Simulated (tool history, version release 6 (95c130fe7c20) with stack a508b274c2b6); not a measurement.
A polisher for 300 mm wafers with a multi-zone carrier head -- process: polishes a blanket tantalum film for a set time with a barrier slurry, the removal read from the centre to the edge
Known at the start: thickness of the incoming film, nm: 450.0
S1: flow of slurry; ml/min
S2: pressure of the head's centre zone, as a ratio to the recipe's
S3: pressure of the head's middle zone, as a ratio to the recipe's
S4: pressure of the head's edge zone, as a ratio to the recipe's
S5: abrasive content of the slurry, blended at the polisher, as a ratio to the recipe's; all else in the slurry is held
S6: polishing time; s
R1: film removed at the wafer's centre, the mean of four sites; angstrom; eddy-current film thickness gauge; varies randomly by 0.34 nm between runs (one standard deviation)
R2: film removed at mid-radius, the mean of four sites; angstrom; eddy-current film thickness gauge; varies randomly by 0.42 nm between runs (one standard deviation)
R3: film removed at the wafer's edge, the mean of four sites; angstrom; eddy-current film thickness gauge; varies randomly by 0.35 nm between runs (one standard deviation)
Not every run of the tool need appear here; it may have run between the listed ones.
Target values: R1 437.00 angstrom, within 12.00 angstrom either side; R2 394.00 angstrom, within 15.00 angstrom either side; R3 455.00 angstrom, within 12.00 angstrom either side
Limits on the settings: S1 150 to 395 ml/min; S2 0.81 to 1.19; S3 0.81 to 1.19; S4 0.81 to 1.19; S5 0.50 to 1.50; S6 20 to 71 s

run	hour	S1	S2	S3	S4	S5	S6	R1	R2	R3
1	0.0	250	1.00	1.00	1.00	1.00	45	458.64	461.26	493.07
2	4.7	250	1.00	1.00	1.00	1.00	38	387.35	385.43	417.73
3	6.3	250	1.06	1.00	1.00	1.00	38	410.75	382.13	412.33
4	10.8	250	1.06	1.00	1.00	1.00	31	337.68	310.76	339.20
5	18.5	260	1.07	1.01	1.04	1.10	32	366.45	343.19	366.64
6	24.9	260	1.07	1.01	1.04	0.95	32	342.62	318.83	349.42
7	31.5	260	1.07	0.99	1.07	1.10	32	366.47	345.34	373.50
8	39.0	265	1.07	0.95	1.10	1.20	32	383.71	336.27	388.91
9	45.7	270	1.07	0.95	1.12	1.25	32	384.45	347.83	405.07
10	47.9	340	1.17	0.99	1.19	1.40	32	439.42	367.68	429.28
11	53.3	340	1.16	0.99	1.19	1.40	32	441.72	376.04	431.67
12	58.3	340	1.14	0.99	1.19	1.40	32	434.69	374.26	432.91

Consider the 5 candidate settings below. Which is the only one whose results all fall within their allowed miss of target?
A	63.3	370	1.08	0.99	1.19	1.25	33	?	?	?
B	63.3	330	1.05	0.95	1.19	1.35	36	?	?	?
C	63.3	330	1.19	1.03	1.11	1.50	30	?	?	?
D	63.3	275	1.09	0.99	1.18	1.50	34	?	?	?
E	63.3	260	1.00	0.96	1.19	1.40	36	?	?	?

move	R1	R2	R3
A	415.31	370.81	432.58
B	445.85	398.65	479.51
C	433.17	360.65	398.73
D	441.54	391.62	457.94
E	418.78	397.13	476.51
A: as far off as the last run
B: takes the biggest miss from the last run beyond its target
C: lands further from the targets than the last run did
D: every result within its allowed miss
E: takes the biggest miss from the last run beyond its target
D is the move that brings every result within its allowed miss.

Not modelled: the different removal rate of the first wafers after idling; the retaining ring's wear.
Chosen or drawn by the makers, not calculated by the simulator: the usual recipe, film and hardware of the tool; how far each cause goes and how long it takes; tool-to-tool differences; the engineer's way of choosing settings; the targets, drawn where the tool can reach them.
